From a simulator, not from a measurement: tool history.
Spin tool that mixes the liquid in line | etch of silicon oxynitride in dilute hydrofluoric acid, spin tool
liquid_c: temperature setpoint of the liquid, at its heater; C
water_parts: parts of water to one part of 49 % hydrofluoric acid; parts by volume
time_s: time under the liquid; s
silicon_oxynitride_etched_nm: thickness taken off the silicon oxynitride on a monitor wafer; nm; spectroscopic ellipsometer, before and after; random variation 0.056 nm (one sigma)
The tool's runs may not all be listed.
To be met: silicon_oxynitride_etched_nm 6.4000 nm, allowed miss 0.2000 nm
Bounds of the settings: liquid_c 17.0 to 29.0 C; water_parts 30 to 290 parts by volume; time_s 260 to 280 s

run	hour	liquid_c	water_parts	time_s	silicon_oxynitride_etched_nm
1	0.0	21.0	160	260	3.1873
2	1.3	23.0	145	260	3.9321
3	6.0	23.0	190	260	2.9390
4	13.9	23.0	190	280	3.1037
5	17.7	20.5	190	280	2.7705
6	23.9	20.5	245	280	2.0256
7	30.9	23.0	210	280	2.7929
8	32.3	23.0	210	280	2.7620
9	39.2	24.5	185	280	3.3923
10	39.9	25.5	165	280	4.0701
11	43.0	29.0	115	280	7.1736
12	48.7	28.5	115	280	6.9726
13	51.9	28.0	115	280	6.8744
14	54.1	27.5	115	280	6.7039

4 next moves are on the table. One of them brings every result within its allowed miss. Which?
A	56.3	28.0	110	280	?
B	56.3	26.5	105	280	?
C	56.3	29.0	115	280	?
D	56.3	26.5	110	270	?

move	silicon_oxynitride_etched_nm
A	7.1445
B	7.0212
C	7.1145
D	6.4337
A: further off than the last run
B: further off than the last run
C: further off than the last run
D: meets every target
The right move is D.
